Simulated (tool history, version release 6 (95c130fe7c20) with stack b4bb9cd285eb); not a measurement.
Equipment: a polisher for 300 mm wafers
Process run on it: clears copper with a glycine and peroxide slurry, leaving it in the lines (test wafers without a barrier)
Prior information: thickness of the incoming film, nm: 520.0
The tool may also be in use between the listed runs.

| run | hour | flow of slurry (ml/min) | pressure of the wafer on the pad (kPa) | speed of the pad under the wafer (m/s) | overpolish time after the end point (s) | time until the end point was called (s) | dishing of a wide line in a test structure (Å) |
|---|---|---|---|---|---|---|---|
| 1 | 0.0 | 300 | 20.7 | 1.00 | 9 | 89.286 | 325.03 |
| 2 | 5.8 | 365 | 20.7 | 1.00 | 9 | 85.982 | 323.19 |
| 3 | 7.2 | 425 | 20.7 | 1.00 | 9 | 81.882 | 330.12 |
| 4 | 12.5 | 390 | 20.7 | 1.00 | 9 | 83.796 | 317.86 |
| 5 | 20.2 | 350 | 20.7 | 1.00 | 9 | 83.380 | 320.33 |
| 6 | 26.0 | 385 | 21.4 | 1.02 | 7 | 80.439 | 272.28 |
| 7 | 32.1 | 405 | 22.8 | 1.02 | 6 | 77.128 | 250.70 |
| 8 | 33.4 | 410 | 24.8 | 1.02 | 5 | 70.906 | 228.05 |

The next listed run, before its measurement:
| 9 | 42.2 | 410 | 24.8 | 1.02 | 5 | ? | ? |

{"run 9": {"time until the end point was called (s)": 71.625, "dishing of a wide line in a test structure (Å)": 227.66}}
